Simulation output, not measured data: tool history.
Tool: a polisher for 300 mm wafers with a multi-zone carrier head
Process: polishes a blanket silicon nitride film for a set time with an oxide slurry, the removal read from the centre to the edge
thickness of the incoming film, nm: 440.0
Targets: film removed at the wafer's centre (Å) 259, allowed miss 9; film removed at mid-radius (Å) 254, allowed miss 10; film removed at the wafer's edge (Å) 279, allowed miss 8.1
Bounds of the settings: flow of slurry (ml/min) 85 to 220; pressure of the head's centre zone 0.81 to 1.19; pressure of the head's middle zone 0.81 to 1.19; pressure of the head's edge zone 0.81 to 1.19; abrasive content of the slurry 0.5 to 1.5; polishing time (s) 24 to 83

run,hour,flow of slurry (ml/min),pressure of the head's centre zone,pressure of the head's middle zone,pressure of the head's edge zone,abrasive content of the slurry,polishing time (s),film removed at the wafer's centre (Å),film removed at mid-radius (Å),film removed at the wafer's edge (Å)
1,0,140,1,1,1,1,53,229.72,225.6,231.22
2,3.6,140,1,1,1,0.8,53,208.39,204.6,209.33
3,11.2,140,1,1,1,0.7,53,198.97,190.5,192.81
4,16.9,145,1,1,1.02,0.75,53,207.59,197.1,203.24
5,19.5,160,1,1,1.02,0.75,53,211.74,204.5,207.6
6,25.6,165,1,1,1.04,0.8,53,216.73,210.72,218.93
7,34.5,205,1.05,1.05,1.14,1.05,53,267.77,258.19,263.87
8,35.2,205,1.05,1.05,1.14,1.05,53,263.11,261.55,260.16
9,38.8,205,1.04,1.04,1.15,1.05,53,263.94,246.74,259.78
10,47.5,205,1.03,1.04,1.15,1.05,53,264.11,256,261.9
11,53.7,205,1.02,1.03,1.16,1.05,53,259.26,256.9,265.11
12,57.8,205,1.02,1.02,1.16,1.05,53,255.8,251.03,263.4

5 next moves are on the table. One of them brings every result within its allowed miss. Which?
A,61.9,220,0.99,1.1,1.14,1.1,50,?,?,?
B,61.9,215,1,1.08,1.19,1.05,52,?,?,?
C,61.9,215,0.97,0.98,1.19,1,56,?,?,?
D,61.9,220,1.03,1.06,1.12,1.05,50,?,?,?
E,61.9,220,1.05,1.14,1.11,0.95,51,?,?,?

move,film removed at the wafer's centre (Å),film removed at mid-radius (Å),film removed at the wafer's edge (Å)
A,241.45,251.23,251.28
B,248.06,251.7,261.72
C,253.73,245.08,276.61
D,246.54,238.97,244.5
E,246.05,248.52,237.86
A: further off than the last run
B: further off than the last run
C: meets every target
D: further off than the last run
E: further off than the last run
Move C is the one to make.

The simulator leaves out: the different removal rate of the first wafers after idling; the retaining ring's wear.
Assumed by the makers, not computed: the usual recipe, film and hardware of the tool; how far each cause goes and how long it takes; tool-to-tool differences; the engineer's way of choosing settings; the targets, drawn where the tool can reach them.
